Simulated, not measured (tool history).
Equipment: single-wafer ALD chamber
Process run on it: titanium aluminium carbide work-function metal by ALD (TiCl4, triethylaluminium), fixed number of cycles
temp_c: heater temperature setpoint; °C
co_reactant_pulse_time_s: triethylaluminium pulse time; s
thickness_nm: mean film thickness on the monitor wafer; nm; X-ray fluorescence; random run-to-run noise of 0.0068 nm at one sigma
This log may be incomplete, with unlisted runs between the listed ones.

run  hour  temp_c  co_reactant_pulse_time_s  thickness_nm
  1   0.0     310                     13.21        1.9784
  2   8.6     309                     13.04        1.9648
  3  14.7     308                     12.89        1.9636
  4  21.9     307                     12.73        1.9527
  5  29.6     306                     12.59        1.9404
  6  37.7     305                     12.47        1.9233

What does the tool deliver on the next run?
  7  38.9     304                     12.40             ?

thickness_nm: 1.9192 nm

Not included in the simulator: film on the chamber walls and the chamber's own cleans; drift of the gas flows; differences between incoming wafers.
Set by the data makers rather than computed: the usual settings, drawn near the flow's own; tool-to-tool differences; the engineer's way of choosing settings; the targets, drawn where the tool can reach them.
